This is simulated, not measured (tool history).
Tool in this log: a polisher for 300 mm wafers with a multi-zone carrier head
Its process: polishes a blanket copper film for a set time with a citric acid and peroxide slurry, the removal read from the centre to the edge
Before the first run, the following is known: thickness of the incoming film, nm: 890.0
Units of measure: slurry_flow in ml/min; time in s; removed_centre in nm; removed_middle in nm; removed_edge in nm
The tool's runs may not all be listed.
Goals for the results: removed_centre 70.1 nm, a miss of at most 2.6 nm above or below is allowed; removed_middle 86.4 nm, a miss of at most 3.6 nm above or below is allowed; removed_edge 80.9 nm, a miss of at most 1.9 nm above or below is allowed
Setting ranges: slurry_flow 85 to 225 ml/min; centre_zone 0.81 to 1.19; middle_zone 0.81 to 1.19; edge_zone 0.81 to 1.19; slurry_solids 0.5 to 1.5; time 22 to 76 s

run,hour,slurry_flow,centre_zone,middle_zone,edge_zone,slurry_solids,time,removed_centre,removed_middle,removed_edge
1,0,145,1,1,1,1,49,192.42,195.68,191.92
2,2.7,145,1,1,1.05,1,49,190.12,196.27,197.69
3,7.1,135,0.97,0.99,1.01,0.9,44,159.31,165.58,165.71
4,13.5,125,0.94,1,0.99,0.85,40,134.99,146.19,146.12
5,21.6,120,0.92,1.01,0.96,0.8,37,118.39,133.99,128.05
6,28.7,105,0.92,1.01,0.96,0.8,37,114.41,129.33,126.64
7,30.3,100,0.9,1.01,0.94,0.75,35,101.64,118.49,113.95
8,33.6,100,0.89,1,0.92,0.7,34,94.674,111.08,108.17
9,35.8,100,0.88,1,0.9,0.65,33,88.333,106.03,100.37
10,42,100,0.87,0.99,0.89,0.6,32,83.084,101.47,93.905
11,48.5,85,0.81,0.89,0.83,0.5,30,65.075,76.011,79.077
12,52.8,90,0.81,0.9,0.83,0.5,30,66.474,77.649,79.639
13,59.3,95,0.81,0.91,0.83,0.5,30,69.427,79.577,80.542
14,60,95,0.81,0.92,0.83,0.5,30,68.128,80.159,80.514
15,66.2,95,0.81,0.93,0.83,0.5,30,67.304,82.146,80.199

Below are 5 possible settings for the next run. Only one of them brings all results inside the allowed miss of their targets. Which is it?
A,72.4,85,0.85,0.89,0.84,0.5,31,?,?,?
B,72.4,90,0.87,0.87,0.83,0.55,31,?,?,?
C,72.4,115,0.81,0.86,0.84,0.55,28,?,?,?
D,72.4,85,0.84,0.98,0.81,0.5,31,?,?,?
E,72.4,85,0.83,0.86,0.88,0.75,27,?,?,?

move,removed_centre,removed_middle,removed_edge
A,70.275,77.192,81.752
B,76.159,79.904,85.164
C,69.987,77.244,81.455
D,69.484,83.665,80.36
E,67.888,74.271,82.656
A: its largest miss is bigger than the last run's
B: its largest miss is bigger than the last run's
C: its largest miss is bigger than the last run's
D: meets every target
E: its largest miss is bigger than the last run's
The right move is D.
